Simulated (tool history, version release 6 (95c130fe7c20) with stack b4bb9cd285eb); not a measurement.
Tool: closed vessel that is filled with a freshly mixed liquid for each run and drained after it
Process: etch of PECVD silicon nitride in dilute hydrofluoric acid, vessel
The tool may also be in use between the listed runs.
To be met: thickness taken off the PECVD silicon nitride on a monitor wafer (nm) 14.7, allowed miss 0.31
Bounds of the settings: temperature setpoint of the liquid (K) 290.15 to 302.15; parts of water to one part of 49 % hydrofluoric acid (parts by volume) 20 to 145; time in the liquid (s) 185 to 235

run	hour	temperature setpoint of the liquid (K)	parts of water to one part of 49 % hydrofluoric acid (parts by volume)	time in the liquid (s)	thickness taken off the PECVD silicon nitride on a monitor wafer (nm)
1	0	294.15	80	235	5.0729
2	2.3	294.15	60	235	6.7813
3	4	296.65	55	235	8.6895
4	6	298.65	55	235	10.098
5	7.6	298.65	55	235	10.007
6	14	299.65	50	235	11.896
7	16.5	300.65	50	235	12.517
8	18.1	301.15	50	235	13.029
9	19.4	301.65	50	235	13.455
10	23.2	302.15	50	235	13.885
11	28	302.15	45	235	15.407

4 next moves are on the table. One of them brings every result within its allowed miss. Which?
A	32.8	299.65	40	235	?
B	32.8	301.15	40	235	?
C	32.8	300.65	35	220	?
D	32.8	302.15	40	190	?

move	thickness taken off the PECVD silicon nitride on a monitor wafer (nm)
A	14.649
B	16.197
C	16.705
D	13.994
A: meets every target
B: further off than the last run
C: further off than the last run
D: takes the result that was furthest off past its target
The right move is A.
